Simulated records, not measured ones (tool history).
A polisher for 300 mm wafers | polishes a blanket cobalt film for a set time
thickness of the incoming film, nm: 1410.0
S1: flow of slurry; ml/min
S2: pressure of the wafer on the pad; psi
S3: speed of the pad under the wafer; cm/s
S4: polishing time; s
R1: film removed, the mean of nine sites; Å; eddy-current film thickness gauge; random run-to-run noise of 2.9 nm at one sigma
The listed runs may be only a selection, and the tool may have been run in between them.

| run | hour | S1 | S2 | S3 | S4 | R1 |
|---|---|---|---|---|---|---|
| 1 | 0.0 | 140 | 1.4 | 116 | 59 | 2494.9 |
| 2 | 1.7 | 165 | 1.4 | 116 | 59 | 2610.9 |
| 3 | 3.2 | 175 | 1.6 | 116 | 59 | 2914.3 |
| 4 | 6.1 | 180 | 1.8 | 120 | 59 | 3308.4 |
| 5 | 14.1 | 165 | 1.8 | 120 | 59 | 3266.9 |
| 6 | 20.9 | 165 | 1.8 | 120 | 62 | 3449.8 |
| 7 | 23.1 | 175 | 1.9 | 122 | 62 | 3704.0 |
| 8 | 30.0 | 180 | 2.0 | 124 | 62 | 3961.8 |
| 9 | 32.3 | 185 | 2.1 | 126 | 62 | 4153.2 |

The next listed run, before its measurement:
| 10 | 40.5 | 185 | 2.1 | 128 | 62 | ? |

Run 10 came out at R1 4266.1 Å.
